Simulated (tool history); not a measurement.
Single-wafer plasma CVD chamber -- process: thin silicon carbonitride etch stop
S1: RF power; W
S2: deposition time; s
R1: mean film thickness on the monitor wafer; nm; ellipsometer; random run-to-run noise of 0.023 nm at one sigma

run,hour,S1,S2,R1
1,0.0,165,27.4,14.459
2,7.9,150,24.8,12.822
3,11.0,150,23.2,12.006
4,14.7,150,25.3,13.082
5,15.3,150,22.6,11.634
6,23.3,165,22.6,11.937
7,23.9,155,21.5,11.162
8,29.0,145,20.9,10.693
9,33.8,145,20.9,10.681

What will run 10 give?
10,38.7,140,20.6,?

Logged for run 10: R1 10.486 nm.
